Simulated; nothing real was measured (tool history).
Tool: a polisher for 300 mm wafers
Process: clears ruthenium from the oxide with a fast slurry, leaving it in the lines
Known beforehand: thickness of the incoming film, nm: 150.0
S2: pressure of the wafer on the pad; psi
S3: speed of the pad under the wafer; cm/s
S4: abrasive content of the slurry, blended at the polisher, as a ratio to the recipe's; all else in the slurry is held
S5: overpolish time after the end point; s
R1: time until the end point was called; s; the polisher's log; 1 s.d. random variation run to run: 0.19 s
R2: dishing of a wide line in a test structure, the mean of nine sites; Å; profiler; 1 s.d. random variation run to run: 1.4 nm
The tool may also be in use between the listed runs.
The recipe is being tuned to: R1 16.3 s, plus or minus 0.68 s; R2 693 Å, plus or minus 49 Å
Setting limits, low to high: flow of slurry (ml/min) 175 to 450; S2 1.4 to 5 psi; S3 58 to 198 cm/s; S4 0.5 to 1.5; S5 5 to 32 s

{"run": 1, "hour": 0.0, "flow of slurry (ml/min)": 290, "S2": 3.2, "S3": 128, "S4": 1, "S5": 16, "R1": 22.186, "R2": 850.59}
{"run": 2, "hour": 3.3, "flow of slurry (ml/min)": 360, "S2": 3.2, "S3": 128, "S4": 1, "S5": 16, "R1": 22.106, "R2": 844.99}
{"run": 3, "hour": 10.4, "flow of slurry (ml/min)": 360, "S2": 3.4, "S3": 128, "S4": 1, "S5": 14, "R1": 21.39, "R2": 802.75}
{"run": 4, "hour": 15.9, "flow of slurry (ml/min)": 360, "S2": 3.6, "S3": 130, "S4": 1, "S5": 12, "R1": 19.663, "R2": 743.26}
{"run": 5, "hour": 24.1, "flow of slurry (ml/min)": 360, "S2": 3.6, "S3": 106, "S4": 1, "S5": 12, "R1": 24.133, "R2": 624.71}
{"run": 6, "hour": 31.7, "flow of slurry (ml/min)": 360, "S2": 3.9, "S3": 106, "S4": 1, "S5": 11, "R1": 22.864, "R2": 613.08}
{"run": 7, "hour": 39.1, "flow of slurry (ml/min)": 360, "S2": 4.1, "S3": 108, "S4": 1, "S5": 10, "R1": 21.668, "R2": 592.26}
{"run": 8, "hour": 45.9, "flow of slurry (ml/min)": 360, "S2": 4.3, "S3": 110, "S4": 1, "S5": 10, "R1": 20.556, "R2": 615.88}
{"run": 9, "hour": 46.6, "flow of slurry (ml/min)": 360, "S2": 4.4, "S3": 112, "S4": 1, "S5": 10, "R1": 19.952, "R2": 637.86}
{"run": 10, "hour": 51.6, "flow of slurry (ml/min)": 360, "S2": 4.5, "S3": 114, "S4": 1, "S5": 10, "R1": 19.535, "R2": 663.17}
{"run": 11, "hour": 59.4, "flow of slurry (ml/min)": 360, "S2": 4.6, "S3": 116, "S4": 1, "S5": 10, "R1": 19.176, "R2": 681.52}
{"run": 12, "hour": 61.0, "flow of slurry (ml/min)": 360, "S2": 4.7, "S3": 118, "S4": 1, "S5": 9, "R1": 18.286, "R2": 624.66}
{"run": 13, "hour": 62.0, "flow of slurry (ml/min)": 360, "S2": 4.8, "S3": 120, "S4": 1, "S5": 9, "R1": 17.732, "R2": 649.39}
{"run": 14, "hour": 68.9, "flow of slurry (ml/min)": 360, "S2": 4.8, "S3": 122, "S4": 1, "S5": 9, "R1": 17.071, "R2": 672.91}
{"run": 15, "hour": 76.9, "flow of slurry (ml/min)": 360, "S2": 4.9, "S3": 122, "S4": 1, "S5": 9, "R1": 17.087, "R2": 669.41}

Exercise: of the 5 proposed moves below, exactly one satisfies all targets within the stated allowed misses. Which move is it?
{"run": "A", "hour": 84.9, "flow of slurry (ml/min)": 330, "S2": 5, "S3": 136, "S4": 1, "S5": 10, "R1": "?", "R2": "?"}
{"run": "B", "hour": 84.9, "flow of slurry (ml/min)": 365, "S2": 4.5, "S3": 116, "S4": 1.05, "S5": 13, "R1": "?", "R2": "?"}
{"run": "C", "hour": 84.9, "flow of slurry (ml/min)": 390, "S2": 4.7, "S3": 116, "S4": 1.2, "S5": 9, "R1": "?", "R2": "?"}
{"run": "D", "hour": 84.9, "flow of slurry (ml/min)": 340, "S2": 4.5, "S3": 138, "S4": 0.85, "S5": 10, "R1": "?", "R2": "?"}
{"run": "E", "hour": 84.9, "flow of slurry (ml/min)": 270, "S2": 4.1, "S3": 168, "S4": 1, "S5": 9, "R1": "?", "R2": "?"}

move=A R1=14.998 R2=791.69
move=B R1=18.288 R2=833.72
move=C R1=16.293 R2=677.43
move=D R1=18.134 R2=676.45
move=E R1=14.373 R2=752.07
A: takes the result that was furthest off past its target
B: lands further from the targets than the last run did
C: all results in spec
D: lands further from the targets than the last run did
E: takes the result that was furthest off past its target
Move C is the one to make.
